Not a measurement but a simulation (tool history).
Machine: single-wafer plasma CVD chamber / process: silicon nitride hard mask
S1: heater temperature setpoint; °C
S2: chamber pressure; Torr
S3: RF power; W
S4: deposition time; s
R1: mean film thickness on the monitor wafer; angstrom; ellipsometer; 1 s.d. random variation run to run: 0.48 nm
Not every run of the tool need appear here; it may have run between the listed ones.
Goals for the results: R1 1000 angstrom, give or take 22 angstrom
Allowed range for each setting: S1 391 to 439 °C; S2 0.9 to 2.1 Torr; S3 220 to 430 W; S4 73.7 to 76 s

run 1 hour=0 | S1=415 S2=1.5 S3=325 S4=73.7 | R1=905.6
run 2 hour=2.3 | S1=420 S2=1.5 S3=325 S4=73.7 | R1=897.73
run 3 hour=6 | S1=420 S2=1.62 S3=330 S4=73.7 | R1=925.22
run 4 hour=11.7 | S1=424 S2=1.62 S3=330 S4=73.7 | R1=930.97
run 5 hour=12.4 | S1=424 S2=1.62 S3=330 S4=76 | R1=954.76
run 6 hour=20.9 | S1=424 S2=1.37 S3=330 S4=76 | R1=924.28
run 7 hour=25 | S1=424 S2=1.45 S3=335 S4=76 | R1=937.45
run 8 hour=28.2 | S1=424 S2=1.52 S3=340 S4=76 | R1=957.74

Which one of the following 5 next-run settings gets every result inside its allowed miss? There is exactly one.
run A hour=31.4 | S1=423 S2=1.87 S3=315 S4=76 | R1=?
run B hour=31.4 | S1=422 S2=1.3 S3=375 S4=74.2 | R1=?
run C hour=31.4 | S1=420 S2=1.51 S3=325 S4=75.3 | R1=?
run D hour=31.4 | S1=427 S2=1.42 S3=380 S4=75.3 | R1=?
run E hour=31.4 | S1=424 S2=1.65 S3=340 S4=74.7 | R1=?

move=A R1=952.87
move=B R1=960.86
move=C R1=924.74
move=D R1=996.17
move=E R1=955.53
A: further off than the last run
B: gains on the last run, yet a result remains outside its allowed miss
C: further off than the last run
D: in spec on every target
E: further off than the last run
Correct choice: D, which meets every target
